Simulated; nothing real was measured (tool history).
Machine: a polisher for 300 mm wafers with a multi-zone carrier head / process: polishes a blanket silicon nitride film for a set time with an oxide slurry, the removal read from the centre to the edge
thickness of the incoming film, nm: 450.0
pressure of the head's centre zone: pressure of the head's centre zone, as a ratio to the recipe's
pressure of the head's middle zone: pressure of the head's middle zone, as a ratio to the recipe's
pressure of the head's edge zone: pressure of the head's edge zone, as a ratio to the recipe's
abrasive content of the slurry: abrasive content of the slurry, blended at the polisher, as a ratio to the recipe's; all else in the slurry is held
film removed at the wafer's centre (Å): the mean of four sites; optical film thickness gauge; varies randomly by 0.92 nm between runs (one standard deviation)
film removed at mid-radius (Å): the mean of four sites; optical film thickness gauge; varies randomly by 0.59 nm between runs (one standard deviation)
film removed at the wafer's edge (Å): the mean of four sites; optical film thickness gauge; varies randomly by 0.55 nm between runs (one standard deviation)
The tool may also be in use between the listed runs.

run,hour,flow of slurry (ml/min),pressure of the head's centre zone,pressure of the head's middle zone,pressure of the head's edge zone,abrasive content of the slurry,polishing time (s),film removed at the wafer's centre (Å),film removed at mid-radius (Å),film removed at the wafer's edge (Å)
1,0.0,260,1.00,1.00,1.00,1.00,82,754.14,749.91,765.97
2,6.6,260,0.94,1.00,1.00,1.00,82,730.01,757.52,757.42
3,7.2,255,0.99,0.95,0.96,0.95,82,734.92,694.19,716.10
4,15.2,215,0.99,0.95,0.96,0.95,82,713.89,673.11,700.02
5,20.5,215,0.99,0.95,1.04,0.95,82,695.19,690.32,737.04
6,26.2,155,0.99,0.95,1.04,0.95,82,670.79,654.62,693.81
7,30.6,155,1.03,0.91,1.02,0.95,82,694.41,608.24,688.13
8,31.4,165,1.13,0.88,0.93,0.90,82,724.02,580.67,635.97

The next listed run, before its measurement:
9,34.8,170,1.14,0.87,0.94,0.90,82,?,?,?

{"run 9": {"film removed at the wafer's centre (Å)": 734.24, "film removed at mid-radius (Å)": 586.83, "film removed at the wafer's edge (Å)": 647.04}}
